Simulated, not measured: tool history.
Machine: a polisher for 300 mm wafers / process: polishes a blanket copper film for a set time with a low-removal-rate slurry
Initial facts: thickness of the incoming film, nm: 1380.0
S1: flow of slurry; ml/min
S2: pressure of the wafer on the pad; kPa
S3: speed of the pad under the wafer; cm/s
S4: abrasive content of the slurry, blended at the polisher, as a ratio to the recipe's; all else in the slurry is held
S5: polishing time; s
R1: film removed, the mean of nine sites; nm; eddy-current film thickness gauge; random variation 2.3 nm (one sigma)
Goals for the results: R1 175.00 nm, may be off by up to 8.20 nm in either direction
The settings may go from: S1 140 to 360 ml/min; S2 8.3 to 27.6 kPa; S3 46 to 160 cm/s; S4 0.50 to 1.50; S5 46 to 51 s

{"run": 1, "day": 0.0, "S1": 230, "S2": 17.9, "S3": 102, "S4": 1.0, "S5": 51, "R1": 102.64}
{"run": 2, "day": 0.25, "S1": 230, "S2": 20.7, "S3": 104, "S4": 1.0, "S5": 51, "R1": 122.33}
{"run": 3, "day": 0.421, "S1": 230, "S2": 20.7, "S3": 104, "S4": 0.8, "S5": 51, "R1": 114.27}
{"run": 4, "day": 0.642, "S1": 230, "S2": 20.7, "S3": 104, "S4": 0.65, "S5": 51, "R1": 102.08}
{"run": 5, "day": 0.662, "S1": 230, "S2": 20.7, "S3": 104, "S4": 0.65, "S5": 51, "R1": 103.44}
{"run": 6, "day": 0.783, "S1": 185, "S2": 20.7, "S3": 104, "S4": 0.65, "S5": 51, "R1": 103.53}
{"run": 7, "day": 1.125, "S1": 185, "S2": 22.8, "S3": 110, "S4": 0.65, "S5": 51, "R1": 121.65}
{"run": 8, "day": 1.321, "S1": 185, "S2": 22.8, "S3": 110, "S4": 0.65, "S5": 51, "R1": 123.06}
{"run": 9, "day": 1.471, "S1": 185, "S2": 24.1, "S3": 114, "S4": 0.65, "S5": 51, "R1": 129.68}
{"run": 10, "day": 1.717, "S1": 185, "S2": 25.5, "S3": 120, "S4": 0.65, "S5": 51, "R1": 145.54}
{"run": 11, "day": 1.867, "S1": 185, "S2": 26.2, "S3": 124, "S4": 0.65, "S5": 51, "R1": 153.51}
{"run": 12, "day": 2.104, "S1": 185, "S2": 26.9, "S3": 128, "S4": 0.65, "S5": 51, "R1": 161.33}
{"run": 13, "day": 2.446, "S1": 185, "S2": 26.9, "S3": 128, "S4": 0.65, "S5": 51, "R1": 166.47}

Which of these 5 next moves meets every target?
{"run": "A", "day": 2.788, "S1": 140, "S2": 26.2, "S3": 140, "S4": 0.7, "S5": 46, "R1": "?"}
{"run": "B", "day": 2.788, "S1": 230, "S2": 26.9, "S3": 116, "S4": 0.75, "S5": 49, "R1": "?"}
{"run": "C", "day": 2.788, "S1": 205, "S2": 26.2, "S3": 116, "S4": 0.85, "S5": 51, "R1": "?"}
{"run": "D", "day": 2.788, "S1": 260, "S2": 27.6, "S3": 130, "S4": 0.65, "S5": 51, "R1": "?"}
{"run": "E", "day": 2.788, "S1": 165, "S2": 27.6, "S3": 130, "S4": 0.6, "S5": 49, "R1": "?"}

move=A R1=158.56
move=B R1=155.23
move=C R1=162.91
move=D R1=177.11
move=E R1=157.93
A: misses by more than the last run did
B: misses by more than the last run did
C: misses by more than the last run did
D: each result inside its tolerance
E: misses by more than the last run did
Go with D: it meets all targets.

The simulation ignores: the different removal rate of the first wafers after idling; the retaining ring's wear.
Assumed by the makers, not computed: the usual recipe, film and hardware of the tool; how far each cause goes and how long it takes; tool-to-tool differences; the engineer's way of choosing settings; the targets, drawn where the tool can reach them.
